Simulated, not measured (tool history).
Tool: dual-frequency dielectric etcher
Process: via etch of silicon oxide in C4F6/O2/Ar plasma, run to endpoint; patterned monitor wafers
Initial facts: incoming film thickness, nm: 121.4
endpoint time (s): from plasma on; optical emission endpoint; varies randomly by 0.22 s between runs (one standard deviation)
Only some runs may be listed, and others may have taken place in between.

Run 1, day 0: bias power (kW) 0.456, source power (kW) 0.31, Ar flow (sccm) 303. Result: endpoint time (s) 31.11.
Run 2, day 0.158: bias power (kW) 0.422, source power (kW) 0.31, Ar flow (sccm) 303. Result: endpoint time (s) 32.904.
Run 3, day 0.362: bias power (kW) 0.435, source power (kW) 0.31, Ar flow (sccm) 303. Result: endpoint time (s) 32.179.
Run 4, day 0.646: bias power (kW) 0.435, source power (kW) 0.26, Ar flow (sccm) 303. Result: endpoint time (s) 34.683.
Run 5, day 0.892: bias power (kW) 0.435, source power (kW) 0.26, Ar flow (sccm) 265. Result: endpoint time (s) 33.602.
Run 6, day 0.992: bias power (kW) 0.451, source power (kW) 0.26, Ar flow (sccm) 264. Result: endpoint time (s) 33.392.
Run 7, day 1.125: bias power (kW) 0.451, source power (kW) 0.26, Ar flow (sccm) 264. Result: endpoint time (s) 33.242.
Run 8, day 1.492: bias power (kW) 0.466, source power (kW) 0.26, Ar flow (sccm) 263. Result: endpoint time (s) 32.516.
Run 9, day 1.521: bias power (kW) 0.479, source power (kW) 0.26, Ar flow (sccm) 263. Result: endpoint time (s) 32.225.
Run 10, day 1.675: bias power (kW) 0.492, source power (kW) 0.26, Ar flow (sccm) 262. Result: endpoint time (s) 31.118.

For run 11, what comes out?
Run 11, day 1.767: bias power (kW) 0.583, source power (kW) 0.28, Ar flow (sccm) 257. Result: endpoint time (s) ?.

For run 11 the tool returned endpoint time (s) 27.896.
